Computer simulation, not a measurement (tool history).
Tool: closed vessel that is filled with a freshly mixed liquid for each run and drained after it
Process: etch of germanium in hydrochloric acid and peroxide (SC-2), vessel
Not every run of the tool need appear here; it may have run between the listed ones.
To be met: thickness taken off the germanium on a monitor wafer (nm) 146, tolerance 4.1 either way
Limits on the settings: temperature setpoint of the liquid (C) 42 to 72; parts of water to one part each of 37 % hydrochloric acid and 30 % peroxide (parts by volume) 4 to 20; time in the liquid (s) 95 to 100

run,hour,temperature setpoint of the liquid (C),parts of water to one part each of 37 % hydrochloric acid and 30 % peroxide (parts by volume),time in the liquid (s),thickness taken off the germanium on a monitor wafer (nm)
1,0,58,11,95,208.79
2,9.2,56.5,11,95,197.99
3,14.4,56.5,14,95,192.86
4,22.8,56.5,14,95,191.38
5,31.6,55.5,14,95,186.64
6,39,54.5,14,95,180.46
7,45.4,54,14,95,180.17
8,54.2,46,14.5,95,139.09

Exactly one of the 5 candidate moves below puts every result within its allowed miss. Which one?
A,63,48,14,100,?
B,63,51,16.5,95,?
C,63,47,13.5,95,?
D,63,49,15,100,?
E,63,48.5,16,100,?

move,thickness taken off the germanium on a monitor wafer (nm)
A,157.35
B,159.92
C,145.55
D,160.73
E,156.69
A: takes the biggest miss from the last run beyond its target
B: takes the biggest miss from the last run beyond its target
C: every result lands within tolerance
D: takes the biggest miss from the last run beyond its target
E: takes the biggest miss from the last run beyond its target
The right move is C.
